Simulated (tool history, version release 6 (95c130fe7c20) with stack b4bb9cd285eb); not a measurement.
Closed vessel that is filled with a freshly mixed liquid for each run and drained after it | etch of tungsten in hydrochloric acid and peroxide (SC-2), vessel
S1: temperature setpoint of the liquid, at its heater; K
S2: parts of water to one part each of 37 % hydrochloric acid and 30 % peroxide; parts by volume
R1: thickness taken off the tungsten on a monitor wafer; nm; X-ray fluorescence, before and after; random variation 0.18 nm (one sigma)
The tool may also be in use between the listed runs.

{"run": 1, "hour": 0.0, "S1": 332.15, "S2": 7.5, "time in the liquid (s)": 95, "R1": 28.598}
{"run": 2, "hour": 4.1, "S1": 332.15, "S2": 7.5, "time in the liquid (s)": 100, "R1": 30.021}
{"run": 3, "hour": 9.3, "S1": 332.15, "S2": 5, "time in the liquid (s)": 100, "R1": 40.727}
{"run": 4, "hour": 16.7, "S1": 333.15, "S2": 5, "time in the liquid (s)": 100, "R1": 43.737}
{"run": 5, "hour": 21.3, "S1": 333.15, "S2": 5, "time in the liquid (s)": 100, "R1": 43.388}
{"run": 6, "hour": 25.6, "S1": 338.65, "S2": 5, "time in the liquid (s)": 100, "R1": 61.309}

Forecast run 7:
{"run": 7, "hour": 29.2, "S1": 338.15, "S2": 5, "time in the liquid (s)": 100, "R1": "?"}

Run 7 gave R1 59.199 nm.

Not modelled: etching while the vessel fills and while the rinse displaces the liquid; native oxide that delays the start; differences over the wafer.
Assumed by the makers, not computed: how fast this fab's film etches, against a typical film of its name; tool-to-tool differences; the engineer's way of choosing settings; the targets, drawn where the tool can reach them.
